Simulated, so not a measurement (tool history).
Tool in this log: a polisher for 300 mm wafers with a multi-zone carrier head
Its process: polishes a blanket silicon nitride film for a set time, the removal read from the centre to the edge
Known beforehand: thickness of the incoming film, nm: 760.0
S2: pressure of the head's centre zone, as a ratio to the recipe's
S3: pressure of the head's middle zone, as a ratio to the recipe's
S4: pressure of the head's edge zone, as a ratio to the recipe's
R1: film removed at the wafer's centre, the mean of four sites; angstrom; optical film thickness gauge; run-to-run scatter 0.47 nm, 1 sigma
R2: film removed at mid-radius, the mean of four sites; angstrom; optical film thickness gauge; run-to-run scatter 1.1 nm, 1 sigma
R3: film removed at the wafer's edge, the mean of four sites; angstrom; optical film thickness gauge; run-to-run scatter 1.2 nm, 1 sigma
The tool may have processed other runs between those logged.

Run 1, hour 0: flow of slurry (ml/min) 175, S2 1, S3 1, S4 1, polishing time (s) 36. Result: R1 574.43 angstrom, R2 572.59 angstrom, R3 583.31 angstrom.
Run 2, hour 4.5: flow of slurry (ml/min) 140, S2 1, S3 1, S4 1, polishing time (s) 36. Result: R1 553.11 angstrom, R2 551.29 angstrom, R3 579.03 angstrom.
Run 3, hour 11.9: flow of slurry (ml/min) 150, S2 0.98, S3 1.06, S4 1.03, polishing time (s) 40. Result: R1 608.49 angstrom, R2 651.14 angstrom, R3 654.38 angstrom.
Run 4, hour 13.5: flow of slurry (ml/min) 150, S2 0.98, S3 1.06, S4 1.09, polishing time (s) 40. Result: R1 610.91 angstrom, R2 642.81 angstrom, R3 660.4 angstrom.
Run 5, hour 15.2: flow of slurry (ml/min) 160, S2 0.96, S3 1.1, S4 1.09, polishing time (s) 43. Result: R1 648.84 angstrom, R2 747.68 angstrom, R3 723.29 angstrom.
Run 6, hour 17.3: flow of slurry (ml/min) 200, S2 0.96, S3 1.1, S4 1.09, polishing time (s) 43. Result: R1 668.42 angstrom, R2 767.61 angstrom, R3 729.91 angstrom.
Run 7, hour 25.6: flow of slurry (ml/min) 200, S2 0.96, S3 1.1, S4 1.09, polishing time (s) 43. Result: R1 673.88 angstrom, R2 761.11 angstrom, R3 731.77 angstrom.

Run 8 comes next. What will it give?
Run 8, hour 31.7: flow of slurry (ml/min) 200, S2 0.95, S3 1.12, S4 1.1, polishing time (s) 45. Result: R1 ?, R2 ?, R3 ?.

Run 8 came out at R1 699.42 angstrom, R2 811.65 angstrom, R3 770.36 angstrom.

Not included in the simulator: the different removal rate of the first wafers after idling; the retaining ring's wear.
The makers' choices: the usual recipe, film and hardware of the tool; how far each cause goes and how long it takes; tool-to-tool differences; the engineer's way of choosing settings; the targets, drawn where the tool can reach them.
